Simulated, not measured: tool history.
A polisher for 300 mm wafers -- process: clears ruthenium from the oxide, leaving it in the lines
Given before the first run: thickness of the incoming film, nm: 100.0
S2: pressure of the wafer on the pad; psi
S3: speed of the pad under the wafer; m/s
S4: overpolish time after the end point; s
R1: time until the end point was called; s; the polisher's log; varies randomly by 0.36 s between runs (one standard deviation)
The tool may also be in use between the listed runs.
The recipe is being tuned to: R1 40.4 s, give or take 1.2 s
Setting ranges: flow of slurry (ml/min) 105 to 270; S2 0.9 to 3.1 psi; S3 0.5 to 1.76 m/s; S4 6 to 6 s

run 1 day=0 | flow_of_slurry_(ml/min)=175 S2=2 S3=1.12 S4=6 | R1=73.359
run 2 day=0.188 | flow_of_slurry_(ml/min)=175 S2=2 S3=1.24 S4=6 | R1=65.771
run 3 day=0.317 | flow_of_slurry_(ml/min)=185 S2=2.3 S3=1.24 S4=6 | R1=56.916
run 4 day=0.642 | flow_of_slurry_(ml/min)=185 S2=2.8 S3=1.24 S4=6 | R1=47.226
run 5 day=0.671 | flow_of_slurry_(ml/min)=185 S2=3.1 S3=1.24 S4=6 | R1=42.689
run 6 day=0.696 | flow_of_slurry_(ml/min)=185 S2=2.7 S3=1.24 S4=6 | R1=49.18
run 7 day=0.854 | flow_of_slurry_(ml/min)=200 S2=2.8 S3=1.24 S4=6 | R1=47.323
run 8 day=1.038 | flow_of_slurry_(ml/min)=200 S2=2.9 S3=1.26 S4=6 | R1=44.704
run 9 day=1.208 | flow_of_slurry_(ml/min)=200 S2=2.9 S3=1.26 S4=6 | R1=44.574
run 10 day=1.308 | flow_of_slurry_(ml/min)=200 S2=2.9 S3=1.26 S4=6 | R1=44.768
run 11 day=1.333 | flow_of_slurry_(ml/min)=200 S2=3 S3=1.26 S4=6 | R1=43.208
run 12 day=1.462 | flow_of_slurry_(ml/min)=200 S2=3 S3=1.28 S4=6 | R1=42.953

Which of these 5 next moves meets every target?
run A day=1.592 | flow_of_slurry_(ml/min)=220 S2=2.8 S3=1.24 S4=6 | R1=?
run B day=1.592 | flow_of_slurry_(ml/min)=200 S2=2.9 S3=1.28 S4=6 | R1=?
run C day=1.592 | flow_of_slurry_(ml/min)=245 S2=3.1 S3=1.16 S4=6 | R1=?
run D day=1.592 | flow_of_slurry_(ml/min)=155 S2=3.1 S3=1.34 S4=6 | R1=?
run E day=1.592 | flow_of_slurry_(ml/min)=205 S2=3.1 S3=1.12 S4=6 | R1=?

move=A R1=45.598
move=B R1=43.165
move=C R1=43.612
move=D R1=39.853
move=E R1=45.947
A: misses by more than the last run did
B: misses by more than the last run did
C: misses by more than the last run did
D: hits every target within its allowed miss
E: misses by more than the last run did
D meets every target.

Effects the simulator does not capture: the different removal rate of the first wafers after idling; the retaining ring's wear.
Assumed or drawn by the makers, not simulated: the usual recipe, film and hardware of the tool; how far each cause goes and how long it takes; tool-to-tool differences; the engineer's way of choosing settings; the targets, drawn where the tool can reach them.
